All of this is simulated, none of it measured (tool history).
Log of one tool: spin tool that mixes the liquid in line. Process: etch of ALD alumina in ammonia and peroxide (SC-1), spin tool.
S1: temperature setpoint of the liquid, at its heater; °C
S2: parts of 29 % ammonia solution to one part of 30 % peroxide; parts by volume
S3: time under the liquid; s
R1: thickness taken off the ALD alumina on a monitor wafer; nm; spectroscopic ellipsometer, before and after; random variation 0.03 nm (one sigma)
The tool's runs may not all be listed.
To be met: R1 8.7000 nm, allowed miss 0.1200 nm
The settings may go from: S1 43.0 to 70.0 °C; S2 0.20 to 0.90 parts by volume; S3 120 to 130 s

| run | hour | S1 | S2 | S3 | R1 |
|---|---|---|---|---|---|
| 1 | 0.0 | 59.0 | 0.50 | 120 | 14.0370 |
| 2 | 3.9 | 59.0 | 0.35 | 120 | 13.6120 |
| 3 | 11.0 | 56.5 | 0.35 | 120 | 11.9670 |
| 4 | 16.9 | 62.0 | 0.35 | 120 | 15.8890 |
| 5 | 25.1 | 62.0 | 0.20 | 120 | 14.9050 |
| 6 | 30.4 | 55.5 | 0.20 | 120 | 10.7560 |
| 7 | 32.1 | 54.0 | 0.20 | 120 | 9.9090 |
| 8 | 37.7 | 53.0 | 0.20 | 120 | 9.4579 |
| 9 | 39.0 | 51.0 | 0.20 | 120 | 8.4440 |

5 next moves are on the table. One of them brings every result within its allowed miss. Which?
| A | 40.3 | 50.5 | 0.20 | 120 | ? |
| B | 40.3 | 50.0 | 0.25 | 120 | ? |
| C | 40.3 | 48.0 | 0.30 | 130 | ? |
| D | 40.3 | 50.0 | 0.20 | 130 | ? |
| E | 40.3 | 49.0 | 0.20 | 130 | ? |

| move | R1 |
|---|---|
| A | 8.2075 |
| B | 8.1596 |
| C | 8.0610 |
| D | 8.6531 |
| E | 8.1931 |
A: further off than the last run
B: further off than the last run
C: further off than the last run
D: meets every target
E: further off than the last run
Answer: D
